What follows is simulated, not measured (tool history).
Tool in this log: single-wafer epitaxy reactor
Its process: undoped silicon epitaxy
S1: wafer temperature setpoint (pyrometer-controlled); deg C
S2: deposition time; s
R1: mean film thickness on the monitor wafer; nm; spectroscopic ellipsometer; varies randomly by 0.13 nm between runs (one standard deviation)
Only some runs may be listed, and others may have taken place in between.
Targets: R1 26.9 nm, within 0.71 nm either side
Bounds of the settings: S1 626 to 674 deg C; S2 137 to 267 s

run 1 hour=0 | S1=650 S2=202 | R1=36.799
run 2 hour=3 | S1=650 S2=188 | R1=34.338
run 3 hour=8.7 | S1=650 S2=209 | R1=37.988
run 4 hour=14.9 | S1=650 S2=182 | R1=33.05
run 5 hour=17.7 | S1=650 S2=207 | R1=37.888
run 6 hour=25.2 | S1=656 S2=207 | R1=43.359
run 7 hour=29.3 | S1=651 S2=206 | R1=38.714
run 8 hour=33 | S1=647 S2=206 | R1=34.647
run 9 hour=35.5 | S1=645 S2=206 | R1=32.977
run 10 hour=39 | S1=643 S2=206 | R1=31.421
run 11 hour=44.5 | S1=642 S2=206 | R1=30.618
run 12 hour=49.3 | S1=641 S2=206 | R1=29.857
run 13 hour=53.2 | S1=635 S2=205 | R1=25.717

Exercise: of the 4 proposed moves below, exactly one satisfies all targets within the stated allowed misses. Which move is it?
run A hour=57.1 | S1=634 S2=219 | R1=?
run B hour=57.1 | S1=633 S2=207 | R1=?
run C hour=57.1 | S1=634 S2=201 | R1=?
run D hour=57.1 | S1=633 S2=204 | R1=?

move=A R1=26.772
move=B R1=24.658
move=C R1=24.571
move=D R1=24.301
A: in spec on every target
B: misses by more than the last run did
C: misses by more than the last run did
D: misses by more than the last run did
Correct choice: A, which meets every target

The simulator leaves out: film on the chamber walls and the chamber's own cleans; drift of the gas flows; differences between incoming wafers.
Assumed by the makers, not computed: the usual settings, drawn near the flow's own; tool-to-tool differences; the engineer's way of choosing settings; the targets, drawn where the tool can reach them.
